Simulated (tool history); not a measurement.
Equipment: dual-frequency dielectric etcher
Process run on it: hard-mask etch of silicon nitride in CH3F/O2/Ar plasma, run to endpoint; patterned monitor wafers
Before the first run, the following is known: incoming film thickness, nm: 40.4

Run 1, hour 0.0: source power (W) 400, bias power (W) 58. Result: endpoint time (s) 66.214.
Run 2, hour 8.9: source power (W) 430, bias power (W) 58. Result: endpoint time (s) 64.786.
Run 3, hour 17.9: source power (W) 460, bias power (W) 58. Result: endpoint time (s) 62.861.
Run 4, hour 25.4: source power (W) 480, bias power (W) 58. Result: endpoint time (s) 61.574.
Run 5, hour 26.6: source power (W) 490, bias power (W) 58. Result: endpoint time (s) 60.920.
Run 6, hour 31.4: source power (W) 500, bias power (W) 58. Result: endpoint time (s) 60.958.
Run 7, hour 39.8: source power (W) 510, bias power (W) 58. Result: endpoint time (s) 60.205.
Run 8, hour 41.0: source power (W) 520, bias power (W) 58. Result: endpoint time (s) 59.769.

Predict the results of run 9:
Run 9, hour 43.8: source power (W) 520, bias power (W) 58. Result: endpoint time (s) ?.

Run 9 gave endpoint time (s) 59.894.
